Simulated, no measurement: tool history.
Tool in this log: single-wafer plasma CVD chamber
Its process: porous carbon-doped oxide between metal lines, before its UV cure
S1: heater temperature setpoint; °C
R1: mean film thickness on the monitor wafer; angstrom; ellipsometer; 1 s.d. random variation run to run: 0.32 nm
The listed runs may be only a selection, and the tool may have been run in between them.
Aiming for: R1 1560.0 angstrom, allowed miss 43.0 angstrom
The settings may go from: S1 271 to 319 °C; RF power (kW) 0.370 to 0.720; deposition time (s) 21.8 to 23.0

{"run": 1, "hour": 0.0, "S1": 295, "RF power (kW)": 0.545, "deposition time (s)": 23.0, "R1": 1331.0}
{"run": 2, "hour": 3.6, "S1": 289, "RF power (kW)": 0.545, "deposition time (s)": 23.0, "R1": 1370.4}
{"run": 3, "hour": 7.6, "S1": 289, "RF power (kW)": 0.545, "deposition time (s)": 21.8, "R1": 1302.5}
{"run": 4, "hour": 14.8, "S1": 287, "RF power (kW)": 0.57, "deposition time (s)": 21.9, "R1": 1357.8}
{"run": 5, "hour": 21.1, "S1": 285, "RF power (kW)": 0.59, "deposition time (s)": 22.0, "R1": 1414.5}
{"run": 6, "hour": 25.8, "S1": 283, "RF power (kW)": 0.6, "deposition time (s)": 22.1, "R1": 1454.1}
{"run": 7, "hour": 32.6, "S1": 281, "RF power (kW)": 0.605, "deposition time (s)": 22.1, "R1": 1468.9}
{"run": 8, "hour": 33.6, "S1": 280, "RF power (kW)": 0.61, "deposition time (s)": 22.1, "R1": 1489.8}

5 next moves are on the table. One of them brings every result within its allowed miss. Which?
{"run": "A", "hour": 34.6, "S1": 279, "RF power (kW)": 0.605, "deposition time (s)": 23.0, "R1": "?"}
{"run": "B", "hour": 34.6, "S1": 275, "RF power (kW)": 0.565, "deposition time (s)": 22.3, "R1": "?"}
{"run": "C", "hour": 34.6, "S1": 278, "RF power (kW)": 0.645, "deposition time (s)": 23.0, "R1": "?"}
{"run": "D", "hour": 34.6, "S1": 283, "RF power (kW)": 0.605, "deposition time (s)": 22.5, "R1": "?"}
{"run": "E", "hour": 34.6, "S1": 276, "RF power (kW)": 0.54, "deposition time (s)": 21.8, "R1": "?"}

move=A R1=1556.6
move=B R1=1474.2
move=C R1=1634.6
move=D R1=1491.3
move=E R1=1390.4
A: in spec on every target
B: the biggest miss grows against the last run
C: takes the biggest miss from the last run beyond its target
D: just as far off the targets as the last run
E: the biggest miss grows against the last run
Move A is the one to make.
